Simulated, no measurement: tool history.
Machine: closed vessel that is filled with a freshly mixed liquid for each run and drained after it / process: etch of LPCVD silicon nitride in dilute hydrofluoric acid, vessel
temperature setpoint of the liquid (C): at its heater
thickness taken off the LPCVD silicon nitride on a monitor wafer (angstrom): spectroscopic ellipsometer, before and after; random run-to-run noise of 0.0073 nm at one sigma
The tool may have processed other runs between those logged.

| run | hour | temperature setpoint of the liquid (C) | parts of water to one part of 49 % hydrofluoric acid (parts by volume) | time in the liquid (s) | thickness taken off the LPCVD silicon nitride on a monitor wafer (angstrom) |
|---|---|---|---|---|---|
| 1 | 0 | 25 | 195 | 580 | 13.867 |
| 2 | 3.9 | 23.5 | 200 | 580 | 12.542 |
| 3 | 12.6 | 25 | 200 | 580 | 13.82 |
| 4 | 15.4 | 25 | 200 | 375 | 8.8114 |
| 5 | 20.6 | 27.5 | 200 | 375 | 10.283 |
| 6 | 21.7 | 24.5 | 200 | 375 | 8.6947 |

Forecast run 7:
| 7 | 27.6 | 24 | 200 | 375 | ? |

{"run 7": {"thickness taken off the LPCVD silicon nitride on a monitor wafer (angstrom)": 8.3559}}
